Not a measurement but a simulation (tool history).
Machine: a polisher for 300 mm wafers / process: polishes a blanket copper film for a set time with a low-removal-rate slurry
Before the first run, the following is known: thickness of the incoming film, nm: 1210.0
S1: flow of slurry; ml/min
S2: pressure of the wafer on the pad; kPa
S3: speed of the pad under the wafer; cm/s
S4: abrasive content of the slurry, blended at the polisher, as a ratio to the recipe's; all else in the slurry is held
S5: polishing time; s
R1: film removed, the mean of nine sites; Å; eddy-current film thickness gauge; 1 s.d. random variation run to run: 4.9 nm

run  hour   S1    S2   S3   S4  S5      R1
  1     0  235  24.1  104    1  84    3020
  2   4.6  240  26.2  108    1  84  3470.1
  3   8.6  240  26.2  108  1.2  84  3502.7
  4  11.3  240  26.2   96  1.2  84  3145.8
  5  17.2  240  22.8   96  1.2  84  2775.9
  6    20  240  22.8  116  1.2  84  3333.4
  7  21.8  245  24.8  118  1.2  84    3647
     30.2  -- worn pad replaced by a new one
  8  30.2  245  26.9  120  1.2  84  4580.6
  9  35.2  265  32.4  120  1.2  84  5453.8
 10  37.4  265  33.1  120  1.2  84  5572.4
 11  39.3  265  33.8  120  1.2  84  5713.2

For run 12, what comes out?
 12    47  265  34.5  120  1.2  84   ?

R1: 5879.8 Å

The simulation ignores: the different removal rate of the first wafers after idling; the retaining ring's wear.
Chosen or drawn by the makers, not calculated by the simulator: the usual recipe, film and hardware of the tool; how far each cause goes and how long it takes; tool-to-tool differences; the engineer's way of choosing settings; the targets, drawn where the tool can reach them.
